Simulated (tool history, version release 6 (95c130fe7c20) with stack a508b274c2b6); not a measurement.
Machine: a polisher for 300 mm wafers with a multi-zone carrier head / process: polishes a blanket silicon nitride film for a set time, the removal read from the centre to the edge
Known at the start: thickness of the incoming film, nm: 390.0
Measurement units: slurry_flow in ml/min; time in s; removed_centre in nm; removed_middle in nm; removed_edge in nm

| run | day | slurry_flow | centre_zone | middle_zone | edge_zone | time | removed_centre | removed_middle | removed_edge |
|---|---|---|---|---|---|---|---|---|---|
| 1 | 0 | 290 | 1 | 1 | 1 | 68 | 158.2 | 153.53 | 149.41 |
| 2 | 0.262 | 290 | 1 | 1 | 1.04 | 68 | 156.58 | 151.59 | 154.15 |
| 3 | 0.346 | 245 | 1 | 1 | 1.04 | 68 | 150.45 | 150.85 | 149.29 |
| 4 | 0.662 | 295 | 1 | 1 | 1.04 | 68 | 158.57 | 150.43 | 150.18 |
| 5 | 0.958 | 295 | 1.05 | 1 | 1.04 | 68 | 161.77 | 155.28 | 152.91 |
| 6 | 1.075 | 335 | 1.05 | 1 | 1.04 | 68 | 169.29 | 154.8 | 157.38 |
| 7 | 1.192 | 315 | 1.05 | 1 | 0.99 | 63 | 151.96 | 147.13 | 139.4 |
| 8 | 1.521 | 315 | 1.06 | 0.98 | 0.95 | 60 | 147.32 | 133.68 | 131.48 |

Predict the results of run 9:
| 9 | 1.771 | 305 | 1.06 | 0.99 | 0.92 | 58 | ? | ? | ? |

{"run 9": {"removed_centre": 143.66, "removed_middle": 129.79, "removed_edge": 123.96}}
